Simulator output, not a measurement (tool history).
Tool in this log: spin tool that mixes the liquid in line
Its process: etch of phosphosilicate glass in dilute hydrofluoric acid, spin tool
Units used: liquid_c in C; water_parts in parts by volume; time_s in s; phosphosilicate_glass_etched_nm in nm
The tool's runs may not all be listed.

| run | hour | liquid_c | water_parts | time_s | phosphosilicate_glass_etched_nm |
|---|---|---|---|---|---|
| 1 | 0.0 | 22.0 | 110 | 15 | 12.397 |
| 2 | 2.0 | 24.5 | 105 | 15 | 14.497 |
| 3 | 5.7 | 26.5 | 100 | 15 | 16.567 |
| 4 | 12.2 | 27.5 | 100 | 15 | 17.330 |
| 5 | 19.2 | 27.5 | 100 | 15 | 17.160 |
| 6 | 21.2 | 27.5 | 100 | 15 | 17.218 |

Estimate the outcome of run 7 from the log above:
| 7 | 25.3 | 28.5 | 100 | 15 | ? |

Logged for run 7: phosphosilicate_glass_etched_nm 17.889 nm.

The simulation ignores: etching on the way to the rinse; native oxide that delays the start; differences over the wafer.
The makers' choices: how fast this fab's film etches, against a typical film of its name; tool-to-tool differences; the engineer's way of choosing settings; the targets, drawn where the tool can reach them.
